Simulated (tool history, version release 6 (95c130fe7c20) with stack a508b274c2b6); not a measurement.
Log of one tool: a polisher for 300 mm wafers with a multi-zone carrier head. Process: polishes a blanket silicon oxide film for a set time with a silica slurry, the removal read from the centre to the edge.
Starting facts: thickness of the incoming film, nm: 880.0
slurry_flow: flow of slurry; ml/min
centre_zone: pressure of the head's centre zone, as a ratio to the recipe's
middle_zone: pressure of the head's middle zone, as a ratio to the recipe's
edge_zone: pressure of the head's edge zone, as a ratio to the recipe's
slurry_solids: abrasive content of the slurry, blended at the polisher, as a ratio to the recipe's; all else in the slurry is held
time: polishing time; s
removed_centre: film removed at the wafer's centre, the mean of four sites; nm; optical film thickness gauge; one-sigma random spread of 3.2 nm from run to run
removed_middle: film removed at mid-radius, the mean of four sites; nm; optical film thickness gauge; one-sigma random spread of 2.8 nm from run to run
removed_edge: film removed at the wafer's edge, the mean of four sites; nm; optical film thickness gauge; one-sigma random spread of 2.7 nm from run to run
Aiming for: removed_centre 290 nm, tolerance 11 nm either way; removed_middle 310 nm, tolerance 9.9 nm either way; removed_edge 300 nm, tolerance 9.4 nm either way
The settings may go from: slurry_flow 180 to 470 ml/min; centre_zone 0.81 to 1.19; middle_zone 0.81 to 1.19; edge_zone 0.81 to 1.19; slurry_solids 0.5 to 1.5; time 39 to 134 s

{"run": 1, "hour": 0.0, "slurry_flow": 300, "centre_zone": 1, "middle_zone": 1, "edge_zone": 1, "slurry_solids": 1, "time": 86, "removed_centre": 253.37, "removed_middle": 260.68, "removed_edge": 253.04}
{"run": 2, "hour": 8.7, "slurry_flow": 305, "centre_zone": 1.01, "middle_zone": 1.02, "edge_zone": 1.03, "slurry_solids": 1.05, "time": 86, "removed_centre": 260.15, "removed_middle": 267.33, "removed_edge": 263.38}
{"run": 3, "hour": 16.7, "slurry_flow": 305, "centre_zone": 0.97, "middle_zone": 1.02, "edge_zone": 1.03, "slurry_solids": 1.05, "time": 86, "removed_centre": 252.39, "removed_middle": 268.16, "removed_edge": 259.9}
{"run": 4, "hour": 21.5, "slurry_flow": 305, "centre_zone": 0.97, "middle_zone": 1.02, "edge_zone": 1.03, "slurry_solids": 1.05, "time": 96, "removed_centre": 275.19, "removed_middle": 297.56, "removed_edge": 291.51}
{"run": 5, "hour": 27.8, "slurry_flow": 305, "centre_zone": 1.01, "middle_zone": 1.02, "edge_zone": 1.03, "slurry_solids": 1.05, "time": 96, "removed_centre": 287.37, "removed_middle": 300.41, "removed_edge": 290.97}
{"run": 6, "hour": 30.1, "slurry_flow": 260, "centre_zone": 1.01, "middle_zone": 1.02, "edge_zone": 1.03, "slurry_solids": 1.05, "time": 96, "removed_centre": 291.91, "removed_middle": 292.73, "removed_edge": 282.08}
{"run": 7, "hour": 38.7, "slurry_flow": 275, "centre_zone": 1.01, "middle_zone": 1.03, "edge_zone": 1.03, "slurry_solids": 1.05, "time": 96, "removed_centre": 286.66, "removed_middle": 297.8, "removed_edge": 287.43}
{"run": 8, "hour": 44.8, "slurry_flow": 285, "centre_zone": 1.01, "middle_zone": 1.03, "edge_zone": 1.03, "slurry_solids": 1.05, "time": 96, "removed_centre": 290.17, "removed_middle": 299.03, "removed_edge": 289.46}
{"run": 9, "hour": 47.7, "slurry_flow": 295, "centre_zone": 1.01, "middle_zone": 1.03, "edge_zone": 1.03, "slurry_solids": 1.05, "time": 96, "removed_centre": 292.57, "removed_middle": 294.73, "removed_edge": 295.38}

Which single option among these 5 for the next run brings every result within its allowed miss of target? Just one does.
{"run": "A", "hour": 50.6, "slurry_flow": 315, "centre_zone": 1.01, "middle_zone": 1.12, "edge_zone": 1.02, "slurry_solids": 1.05, "time": 93, "removed_centre": "?", "removed_middle": "?", "removed_edge": "?"}
{"run": "B", "hour": 50.6, "slurry_flow": 470, "centre_zone": 1.04, "middle_zone": 1.04, "edge_zone": 1.11, "slurry_solids": 0.85, "time": 97, "removed_centre": "?", "removed_middle": "?", "removed_edge": "?"}
{"run": "C", "hour": 50.6, "slurry_flow": 265, "centre_zone": 1, "middle_zone": 0.97, "edge_zone": 1.01, "slurry_solids": 1.15, "time": 92, "removed_centre": "?", "removed_middle": "?", "removed_edge": "?"}
{"run": "D", "hour": 50.6, "slurry_flow": 180, "centre_zone": 0.97, "middle_zone": 0.99, "edge_zone": 0.95, "slurry_solids": 1.2, "time": 104, "removed_centre": "?", "removed_middle": "?", "removed_edge": "?"}
{"run": "E", "hour": 50.6, "slurry_flow": 270, "centre_zone": 1.06, "middle_zone": 1, "edge_zone": 0.98, "slurry_solids": 0.75, "time": 107, "removed_centre": "?", "removed_middle": "?", "removed_edge": "?"}

move=A removed_centre=283.39 removed_middle=311.88 removed_edge=287.73
move=B removed_centre=293.24 removed_middle=298.07 removed_edge=297.77
move=C removed_centre=279.88 removed_middle=285.21 removed_edge=288.32
move=D removed_centre=290.64 removed_middle=311.45 removed_edge=307.35
move=E removed_centre=298.87 removed_middle=292.4 removed_edge=286.08
A: the worst result of the last run now meets its target, but another is out of spec
B: nearer the targets than the last run, but a result is still out of spec
C: lands further from the targets than the last run did
D: meets every target
E: lands further from the targets than the last run did
Correct choice: D, which meets every target
